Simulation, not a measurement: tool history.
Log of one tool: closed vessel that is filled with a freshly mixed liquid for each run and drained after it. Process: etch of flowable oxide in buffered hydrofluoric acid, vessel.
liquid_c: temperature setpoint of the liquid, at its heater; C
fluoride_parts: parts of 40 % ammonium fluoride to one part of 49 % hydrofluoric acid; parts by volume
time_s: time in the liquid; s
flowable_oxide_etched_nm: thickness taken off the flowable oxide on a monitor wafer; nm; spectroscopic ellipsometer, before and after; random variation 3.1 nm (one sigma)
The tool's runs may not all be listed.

run    day  liquid_c  fluoride_parts  time_s  flowable_oxide_etched_nm
  1  0.000      22.0            19.5      85                    152.06
  2  0.188      24.5            19.5      85                    172.34
  3  0.308      26.0            16.5      85                    220.98
  4  0.667      26.0            21.0      85                    178.05
  5  1.038      26.0            19.0      85                    194.69
  6  1.371      27.0            16.5      85                    233.40
  7  1.558      28.0            15.0      85                    271.92
  8  1.917      28.5            14.5      85                    286.34
  9  1.958      29.0            14.0      85                    313.22

Run 10 comes next. What will it give?
 10  2.346      29.5            14.0      85                         ?

{"run 10": {"flowable_oxide_etched_nm": 314.83}}
